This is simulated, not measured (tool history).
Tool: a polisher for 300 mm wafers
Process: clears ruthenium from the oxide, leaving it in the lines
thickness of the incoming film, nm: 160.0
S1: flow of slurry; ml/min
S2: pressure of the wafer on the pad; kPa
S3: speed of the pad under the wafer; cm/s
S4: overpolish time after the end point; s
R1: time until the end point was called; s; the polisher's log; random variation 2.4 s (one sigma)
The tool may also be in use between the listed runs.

run	hour	S1	S2	S3	S4	R1
1	0.0	165	17.9	128	39	83.167
2	8.1	165	17.9	144	39	74.689
3	8.8	165	19.3	144	39	69.792
4	11.0	160	15.9	132	39	90.070
5	11.8	160	15.9	152	39	79.563
6	15.9	160	15.9	152	41	80.271
7	20.5	155	13.8	138	41	103.560
8	26.5	150	12.4	134	41	117.690
9	34.7	145	11.0	132	41	134.260
10	35.6	140	10.3	132	41	143.750

Run 11 comes next. What will it give?
11	39.7	135	10.3	132	41	?

{"run 11": {"R1": 144.08}}
